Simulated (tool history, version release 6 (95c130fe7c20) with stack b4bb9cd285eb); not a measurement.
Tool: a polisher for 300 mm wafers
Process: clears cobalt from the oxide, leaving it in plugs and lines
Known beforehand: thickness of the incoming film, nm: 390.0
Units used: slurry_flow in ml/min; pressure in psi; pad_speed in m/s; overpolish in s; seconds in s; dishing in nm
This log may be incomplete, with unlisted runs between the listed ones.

run	hour	slurry_flow	pressure	pad_speed	overpolish	seconds	dishing
1	0	180	1.8	0.88	18	124.93	38.187
2	7.4	175	1.5	0.86	20	148.13	39.62
3	14.4	175	1.9	0.86	20	122.22	44.375
4	22.9	175	1.6	0.86	20	140.67	40.52
5	28.8	175	1.6	0.86	14	136.25	32.66
6	30.2	170	1.3	0.82	16	170.3	31.869

Estimate the outcome of run 7 from the log above:
7	36.7	165	1.1	0.82	17	?	?

seconds: 185.97 s
dishing: 29.758 nm
